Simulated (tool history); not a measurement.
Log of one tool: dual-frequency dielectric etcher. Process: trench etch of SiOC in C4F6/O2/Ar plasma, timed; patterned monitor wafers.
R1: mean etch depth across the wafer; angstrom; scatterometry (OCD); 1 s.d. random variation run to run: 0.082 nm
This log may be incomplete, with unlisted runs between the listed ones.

{"run": 1, "day": 0.0, "source power (W)": 290, "bias power (W)": 246, "etch time (s)": 13.5, "R1": 276.83}
{"run": 2, "day": 0.35, "source power (W)": 290, "bias power (W)": 246, "etch time (s)": 13.5, "R1": 276.83}
{"run": 3, "day": 0.708, "source power (W)": 280, "bias power (W)": 240, "etch time (s)": 13.5, "R1": 269.96}
{"run": 4, "day": 0.862, "source power (W)": 330, "bias power (W)": 240, "etch time (s)": 13.5, "R1": 290.5}
{"run": 5, "day": 0.988, "source power (W)": 310, "bias power (W)": 234, "etch time (s)": 13.5, "R1": 279.05}
{"run": 6, "day": 1.021, "source power (W)": 310, "bias power (W)": 234, "etch time (s)": 12, "R1": 249.37}
{"run": 7, "day": 1.046, "source power (W)": 310, "bias power (W)": 232, "etch time (s)": 12, "R1": 247.09}
{"run": 8, "day": 1.092, "source power (W)": 310, "bias power (W)": 231, "etch time (s)": 12, "R1": 247.3}
{"run": 9, "day": 1.162, "source power (W)": 310, "bias power (W)": 230, "etch time (s)": 12, "R1": 245.99}
{"run": 10, "day": 1.475, "source power (W)": 310, "bias power (W)": 229, "etch time (s)": 12, "R1": 244.19}
{"run": 11, "day": 1.538, "source power (W)": 310, "bias power (W)": 229, "etch time (s)": 12, "R1": 246.88}
{"run": 12, "day": 1.646, "source power (W)": 310, "bias power (W)": 228, "etch time (s)": 12, "R1": 244.81}
{"run": 13, "day": 1.792, "source power (W)": 310, "bias power (W)": 227, "etch time (s)": 12, "R1": 246.1}
{"run": 14, "day": 1.867, "source power (W)": 310, "bias power (W)": 226, "etch time (s)": 12, "R1": 244.19}
{"run": 15, "day": 2.204, "source power (W)": 310, "bias power (W)": 225, "etch time (s)": 12, "R1": 244.85}

Run 16 is up next; what results do you expect?
{"run": 16, "day": 2.504, "source power (W)": 310, "bias power (W)": 224, "etch time (s)": 12, "R1": "?"}

R1: 243.06 angstrom
